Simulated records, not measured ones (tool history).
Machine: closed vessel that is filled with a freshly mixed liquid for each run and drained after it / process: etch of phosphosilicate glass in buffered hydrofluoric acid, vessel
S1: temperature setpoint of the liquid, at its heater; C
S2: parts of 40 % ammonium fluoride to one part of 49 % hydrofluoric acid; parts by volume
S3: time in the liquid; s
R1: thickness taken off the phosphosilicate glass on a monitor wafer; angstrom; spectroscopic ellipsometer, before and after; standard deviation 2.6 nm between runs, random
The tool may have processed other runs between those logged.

| run | hour | S1 | S2 | S3 | R1 |
|---|---|---|---|---|---|
| 1 | 0 | 23 | 13 | 30 | 1512.5 |
| 2 | 5.9 | 25 | 12.5 | 30 | 1768.1 |
| 3 | 13.1 | 26.5 | 12 | 30 | 2028 |
| 4 | 15.4 | 26.5 | 12 | 30 | 2013.3 |
| 5 | 16.1 | 26.5 | 15 | 30 | 1592.3 |
| 6 | 17 | 24.5 | 15 | 30 | 1455.7 |
| 7 | 18.2 | 26 | 14 | 30 | 1669.1 |
|  | 23.2 | thermometer replaced |
| 8 | 23.2 | 27 | 13.5 | 30 | 1731.1 |
| 9 | 27.3 | 28 | 12.5 | 30 | 1971.9 |

Predict the results of run 10:
| 10 | 35.6 | 28.5 | 11.5 | 30 | ? |

{"run 10": {"R1": 2192.7}}

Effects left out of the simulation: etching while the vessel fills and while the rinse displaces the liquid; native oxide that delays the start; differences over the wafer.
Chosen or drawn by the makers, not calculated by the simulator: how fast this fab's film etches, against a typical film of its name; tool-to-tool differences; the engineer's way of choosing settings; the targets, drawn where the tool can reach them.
